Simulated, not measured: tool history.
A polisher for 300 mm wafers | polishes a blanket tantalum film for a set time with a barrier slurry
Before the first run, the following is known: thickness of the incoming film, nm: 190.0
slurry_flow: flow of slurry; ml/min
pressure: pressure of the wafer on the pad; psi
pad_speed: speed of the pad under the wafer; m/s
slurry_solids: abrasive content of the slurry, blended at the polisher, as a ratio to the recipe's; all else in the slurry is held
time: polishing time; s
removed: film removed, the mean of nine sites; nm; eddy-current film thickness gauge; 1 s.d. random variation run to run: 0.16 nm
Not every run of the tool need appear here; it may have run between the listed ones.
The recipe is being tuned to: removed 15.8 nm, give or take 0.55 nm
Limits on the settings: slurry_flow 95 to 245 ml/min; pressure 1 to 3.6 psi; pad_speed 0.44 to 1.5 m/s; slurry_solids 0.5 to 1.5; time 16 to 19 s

run    day  slurry_flow  pressure  pad_speed  slurry_solids  time  removed
  1      0          155       2.3       0.96              1    19   41.213
  2  0.092          155       2.3       0.96            1.1    19   42.574
  3  0.317          190       2.3       0.96            1.1    19   43.528
  4  0.383          190       2.1        0.9            1.1    19   38.701
  5  0.462          190         2       0.84            1.1    19    34.29
  6  0.629          190       1.9        0.8            1.1    19   32.049
  7  0.825          190       1.9        0.8            1.1    19   30.989
  8  0.858          185       1.8       0.78            1.1    19   29.159
  9  0.938          175       1.2        0.5           1.05    19   14.242
 10  0.983          180       1.2        0.5           1.05    19   14.156
 11  1.125          185       1.2        0.5           1.05    19   14.073

Consider the 5 candidate settings below. Which is the only one whose results all fall within their allowed miss of target?
  A  1.267          200       1.2       0.52           1.15    18        ?
  B  1.267          160       1.3       0.54              1    19        ?
  C  1.267          200       1.1       0.44            1.1    19        ?
  D  1.267          175         1       0.64           1.05    18        ?
  E  1.267          120       1.3        0.6              1    17        ?

move  removed
   A   14.329
   B   15.603
   C   12.322
   D    13.38
   E   14.361
A: nearer than the last run, and not there yet
B: in spec on every target
C: lands further from the targets than the last run did
D: lands further from the targets than the last run did
E: nearer than the last run, and not there yet
Answer: B
